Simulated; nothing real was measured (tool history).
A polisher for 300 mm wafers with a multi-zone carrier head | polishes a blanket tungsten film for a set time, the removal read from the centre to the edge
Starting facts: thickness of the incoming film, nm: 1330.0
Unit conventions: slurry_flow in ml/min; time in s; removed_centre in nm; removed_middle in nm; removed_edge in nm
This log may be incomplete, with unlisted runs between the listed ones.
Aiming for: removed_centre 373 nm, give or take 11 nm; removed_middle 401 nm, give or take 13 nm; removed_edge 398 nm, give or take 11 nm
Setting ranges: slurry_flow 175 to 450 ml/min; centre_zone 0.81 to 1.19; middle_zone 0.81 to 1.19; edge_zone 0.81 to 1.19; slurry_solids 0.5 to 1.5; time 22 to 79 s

{"run": 1, "day": 0.0, "slurry_flow": 290, "centre_zone": 1, "middle_zone": 1, "edge_zone": 1, "slurry_solids": 1, "time": 50, "removed_centre": 299.99, "removed_middle": 278.03, "removed_edge": 271.49}
{"run": 2, "day": 0.083, "slurry_flow": 290, "centre_zone": 1, "middle_zone": 1, "edge_zone": 1, "slurry_solids": 0.8, "time": 50, "removed_centre": 280.67, "removed_middle": 265.35, "removed_edge": 257.05}
{"run": 3, "day": 0.171, "slurry_flow": 290, "centre_zone": 0.97, "middle_zone": 1.02, "edge_zone": 1.04, "slurry_solids": 1, "time": 53, "removed_centre": 310.14, "removed_middle": 297.13, "removed_edge": 295.49}
{"run": 4, "day": 0.346, "slurry_flow": 295, "centre_zone": 0.95, "middle_zone": 1.06, "edge_zone": 1.08, "slurry_solids": 1.15, "time": 54, "removed_centre": 319.69, "removed_middle": 322.66, "removed_edge": 321.54}
{"run": 5, "day": 0.596, "slurry_flow": 295, "centre_zone": 0.95, "middle_zone": 1.06, "edge_zone": 1.08, "slurry_solids": 1.05, "time": 54, "removed_centre": 312.98, "removed_middle": 315.3, "removed_edge": 315.73}
{"run": 6, "day": 0.833, "slurry_flow": 295, "centre_zone": 0.95, "middle_zone": 1.06, "edge_zone": 1.08, "slurry_solids": 0.9, "time": 54, "removed_centre": 298.84, "removed_middle": 302.1, "removed_edge": 299.3}
{"run": 7, "day": 0.983, "slurry_flow": 300, "centre_zone": 0.95, "middle_zone": 1.09, "edge_zone": 1.11, "slurry_solids": 1.05, "time": 55, "removed_centre": 315.46, "removed_middle": 329.1, "removed_edge": 324.26}
{"run": 8, "day": 1.354, "slurry_flow": 305, "centre_zone": 0.95, "middle_zone": 1.11, "edge_zone": 1.13, "slurry_solids": 1.2, "time": 56, "removed_centre": 332.83, "removed_middle": 354.61, "removed_edge": 345.91}

Which single option among these 5 for the next run brings every result within its allowed miss of target? Just one does.
{"run": "A", "day": 1.725, "slurry_flow": 290, "centre_zone": 0.96, "middle_zone": 0.89, "edge_zone": 1.19, "slurry_solids": 1.25, "time": 66, "removed_centre": "?", "removed_middle": "?", "removed_edge": "?"}
{"run": "B", "day": 1.725, "slurry_flow": 200, "centre_zone": 0.96, "middle_zone": 1.15, "edge_zone": 1.17, "slurry_solids": 1.1, "time": 69, "removed_centre": "?", "removed_middle": "?", "removed_edge": "?"}
{"run": "C", "day": 1.725, "slurry_flow": 320, "centre_zone": 0.92, "middle_zone": 1.08, "edge_zone": 1.13, "slurry_solids": 1.45, "time": 61, "removed_centre": "?", "removed_middle": "?", "removed_edge": "?"}
{"run": "D", "day": 1.725, "slurry_flow": 305, "centre_zone": 0.89, "middle_zone": 1.15, "edge_zone": 1.19, "slurry_solids": 1.45, "time": 63, "removed_centre": "?", "removed_middle": "?", "removed_edge": "?"}
{"run": "E", "day": 1.725, "slurry_flow": 265, "centre_zone": 0.95, "middle_zone": 1.03, "edge_zone": 1.17, "slurry_solids": 1.2, "time": 68, "removed_centre": "?", "removed_middle": "?", "removed_edge": "?"}

move=A removed_centre=403.97 removed_middle=361.28 removed_edge=431.07
move=B removed_centre=395.01 removed_middle=414.43 removed_edge=420.56
move=C removed_centre=376.16 removed_middle=394.28 removed_edge=405.63
move=D removed_centre=374.54 removed_middle=422.46 removed_edge=428.92
move=E removed_centre=404.48 removed_middle=399.2 removed_edge=432.43
A: moves the result that the last run missed by most past its target, out the other side
B: moves the result that the last run missed by most past its target, out the other side
C: meets every target
D: moves the result that the last run missed by most past its target, out the other side
E: moves the result that the last run missed by most past its target, out the other side
Answer: C
